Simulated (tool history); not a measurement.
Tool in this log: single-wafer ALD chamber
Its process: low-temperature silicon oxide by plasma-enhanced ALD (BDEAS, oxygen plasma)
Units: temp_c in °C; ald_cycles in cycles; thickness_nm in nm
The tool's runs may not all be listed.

Run 1, hour 0.0: temp_c 120 °C, ald_cycles 42 cycles. Result: thickness_nm 6.2594 nm.
Run 2, hour 0.7: temp_c 119 °C, ald_cycles 44 cycles. Result: thickness_nm 6.5970 nm.
Run 3, hour 6.8: temp_c 118 °C, ald_cycles 45 cycles. Result: thickness_nm 6.6799 nm.
Run 4, hour 7.5: temp_c 118 °C, ald_cycles 47 cycles. Result: thickness_nm 6.9996 nm.
Run 5, hour 10.6: temp_c 108 °C, ald_cycles 47 cycles. Result: thickness_nm 7.1386 nm.
Run 6, hour 14.8: temp_c 98 °C, ald_cycles 47 cycles. Result: thickness_nm 7.3821 nm.

For run 7, what comes out?
Run 7, hour 21.3: temp_c 98 °C, ald_cycles 47 cycles. Result: thickness_nm ?.

{"run 7": {"thickness_nm": 7.3974}}
